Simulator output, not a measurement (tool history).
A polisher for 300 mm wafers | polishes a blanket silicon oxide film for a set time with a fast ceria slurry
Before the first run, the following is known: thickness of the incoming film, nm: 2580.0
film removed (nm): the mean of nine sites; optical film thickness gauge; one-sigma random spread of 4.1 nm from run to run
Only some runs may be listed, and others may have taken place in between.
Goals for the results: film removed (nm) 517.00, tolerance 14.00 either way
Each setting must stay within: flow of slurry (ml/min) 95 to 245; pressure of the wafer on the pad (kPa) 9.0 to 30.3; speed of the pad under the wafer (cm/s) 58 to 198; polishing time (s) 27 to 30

| run | hour | flow of slurry (ml/min) | pressure of the wafer on the pad (kPa) | speed of the pad under the wafer (cm/s) | polishing time (s) | film removed (nm) |
|---|---|---|---|---|---|---|
| 1 | 0.0 | 155 | 19.3 | 128 | 30 | 613.44 |
| 2 | 7.1 | 130 | 19.3 | 128 | 30 | 591.97 |
| 3 | 11.9 | 130 | 19.3 | 152 | 30 | 663.63 |
| 4 | 16.2 | 125 | 17.9 | 152 | 30 | 617.98 |
| 5 | 24.3 | 125 | 17.9 | 152 | 30 | 611.77 |
| 6 | 27.6 | 120 | 17.2 | 152 | 30 | 581.21 |
| 7 | 28.5 | 115 | 16.5 | 152 | 30 | 554.36 |
| 8 | 31.0 | 110 | 16.5 | 152 | 30 | 544.80 |
| 9 | 37.8 | 105 | 16.5 | 152 | 30 | 544.84 |

4 next moves are on the table. One of them brings every result within its allowed miss. Which?
| A | 44.6 | 95 | 17.2 | 192 | 27 | ? |
| B | 44.6 | 145 | 15.2 | 172 | 29 | ? |
| C | 44.6 | 110 | 22.8 | 114 | 27 | ? |
| D | 44.6 | 135 | 15.9 | 136 | 30 | ? |

| move | film removed (nm) |
|---|---|
| A | 581.50 |
| B | 560.75 |
| C | 566.74 |
| D | 514.00 |
A: moves away from the targets compared with the last run
B: moves away from the targets compared with the last run
C: moves away from the targets compared with the last run
D: each result inside its tolerance
D meets every target.
